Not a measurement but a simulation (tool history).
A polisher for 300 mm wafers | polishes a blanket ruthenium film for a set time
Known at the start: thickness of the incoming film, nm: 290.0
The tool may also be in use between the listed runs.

| run | hour | flow of slurry (ml/min) | pressure of the wafer on the pad (kPa) | speed of the pad under the wafer (cm/s) | polishing time (s) | film removed (nm) |
|---|---|---|---|---|---|---|
| 1 | 0.0 | 165 | 13.1 | 98 | 25 | 22.172 |
| 2 | 7.1 | 160 | 12.4 | 98 | 25 | 21.331 |
| 3 | 15.6 | 160 | 9.0 | 98 | 25 | 17.119 |
| 4 | 18.9 | 160 | 9.0 | 98 | 23 | 15.601 |
| 5 | 22.0 | 180 | 9.0 | 98 | 23 | 16.001 |
| 6 | 26.4 | 180 | 9.0 | 98 | 25 | 17.229 |
| 7 | 32.2 | 175 | 9.0 | 98 | 25 | 17.379 |
| 8 | 39.5 | 170 | 9.0 | 98 | 25 | 17.331 |

The next listed run, before its measurement:
| 9 | 40.7 | 165 | 9.0 | 98 | 25 | ? |

Run 9 gave film removed (nm) 17.054.

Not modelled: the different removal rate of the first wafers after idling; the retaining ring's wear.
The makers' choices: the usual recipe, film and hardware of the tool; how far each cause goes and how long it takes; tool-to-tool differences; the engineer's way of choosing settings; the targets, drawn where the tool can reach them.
